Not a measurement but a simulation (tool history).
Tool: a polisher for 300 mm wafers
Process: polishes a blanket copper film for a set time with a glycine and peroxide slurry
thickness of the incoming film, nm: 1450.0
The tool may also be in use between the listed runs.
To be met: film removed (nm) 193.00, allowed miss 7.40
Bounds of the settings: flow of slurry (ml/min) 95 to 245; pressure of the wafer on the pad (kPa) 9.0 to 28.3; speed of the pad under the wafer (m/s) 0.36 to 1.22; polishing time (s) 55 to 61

run,hour,flow of slurry (ml/min),pressure of the wafer on the pad (kPa),speed of the pad under the wafer (m/s),polishing time (s),film removed (nm)
1,0.0,155,18.6,0.78,61,311.03
2,8.4,150,16.5,0.76,61,279.64
3,9.7,150,12.4,0.76,61,254.43
4,12.0,145,11.7,0.72,61,232.17
5,19.1,140,11.0,0.70,61,225.09
6,23.1,160,11.0,0.70,61,229.02
7,24.3,155,10.3,0.68,61,215.61
8,26.8,155,10.3,0.66,61,212.02
9,33.3,155,10.3,0.64,61,205.16
10,41.1,155,9.7,0.64,61,207.67

Which of these 4 next moves meets every target?
A,48.9,185,9.7,0.66,61,?
B,48.9,145,10.3,0.50,60,?
C,48.9,180,9.0,0.62,58,?
D,48.9,125,9.0,0.64,55,?

move,film removed (nm)
A,215.21
B,172.94
C,191.25
D,173.09
A: further off than the last run
B: takes the result that was furthest off past its target
C: meets every target
D: takes the result that was furthest off past its target
The right move is C.
